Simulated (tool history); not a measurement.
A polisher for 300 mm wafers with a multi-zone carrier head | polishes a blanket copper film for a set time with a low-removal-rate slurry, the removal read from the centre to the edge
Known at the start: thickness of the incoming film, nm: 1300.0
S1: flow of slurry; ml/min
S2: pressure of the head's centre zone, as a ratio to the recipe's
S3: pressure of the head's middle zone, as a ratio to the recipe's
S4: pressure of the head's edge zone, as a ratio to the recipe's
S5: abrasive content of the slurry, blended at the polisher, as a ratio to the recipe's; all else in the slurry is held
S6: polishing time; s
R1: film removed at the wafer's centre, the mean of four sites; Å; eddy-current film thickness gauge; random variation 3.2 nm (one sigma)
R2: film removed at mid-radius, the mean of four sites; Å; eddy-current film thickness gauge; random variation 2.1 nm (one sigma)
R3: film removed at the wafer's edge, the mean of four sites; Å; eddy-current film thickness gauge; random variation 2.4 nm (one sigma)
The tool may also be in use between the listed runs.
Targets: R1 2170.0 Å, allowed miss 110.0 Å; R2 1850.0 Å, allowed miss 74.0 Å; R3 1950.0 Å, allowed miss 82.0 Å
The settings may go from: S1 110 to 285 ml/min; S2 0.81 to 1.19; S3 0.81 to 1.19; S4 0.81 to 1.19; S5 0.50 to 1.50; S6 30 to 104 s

run,hour,S1,S2,S3,S4,S5,S6,R1,R2,R3
1,0.0,180,1.00,1.00,1.00,1.00,67,2940.5,2811.9,2764.4
2,8.7,175,1.00,0.97,0.98,0.85,64,2648.3,2498.9,2489.1
3,17.6,155,1.00,0.97,0.98,0.85,64,2555.6,2468.3,2455.3
4,19.4,155,1.00,0.97,0.98,0.95,64,2730.7,2564.9,2560.4
5,23.8,155,1.00,0.97,0.98,0.85,64,2580.6,2460.0,2469.2
6,32.5,155,1.00,0.97,0.98,0.65,64,2388.7,2329.1,2292.7
7,35.7,155,1.01,0.94,0.96,0.60,63,2384.9,2116.6,2252.8
8,42.9,155,1.01,0.94,0.94,0.55,62,2224.6,2073.9,2075.8
9,43.4,150,1.01,0.92,0.93,0.55,62,2205.2,2075.0,2077.0
10,45.2,150,1.02,0.90,0.92,0.55,61,2258.7,1967.3,2033.5
11,48.8,145,1.02,0.89,0.91,0.55,61,2262.7,1915.4,2051.2

5 next moves are on the table. One of them brings every result within its allowed miss. Which?
A,52.4,110,1.06,0.92,0.94,0.80,54,?,?,?
B,52.4,135,1.04,0.84,0.86,0.50,70,?,?,?
C,52.4,135,0.87,0.84,1.13,0.60,60,?,?,?
D,52.4,190,1.02,0.95,0.91,0.60,56,?,?,?
E,52.4,185,1.13,0.99,0.86,0.55,52,?,?,?

move,R1,R2,R3
A,2140.5,1890.6,1882.1
B,2516.7,2092.5,2158.7
C,1891.0,1883.4,2132.8
D,2202.5,2052.9,1916.0
E,2207.6,1920.7,1702.2
A: meets every target
B: further off than the last run
C: further off than the last run
D: brings the result that was furthest off to its target, and leaves another outside
E: takes the result that was furthest off past its target
The right move is A.

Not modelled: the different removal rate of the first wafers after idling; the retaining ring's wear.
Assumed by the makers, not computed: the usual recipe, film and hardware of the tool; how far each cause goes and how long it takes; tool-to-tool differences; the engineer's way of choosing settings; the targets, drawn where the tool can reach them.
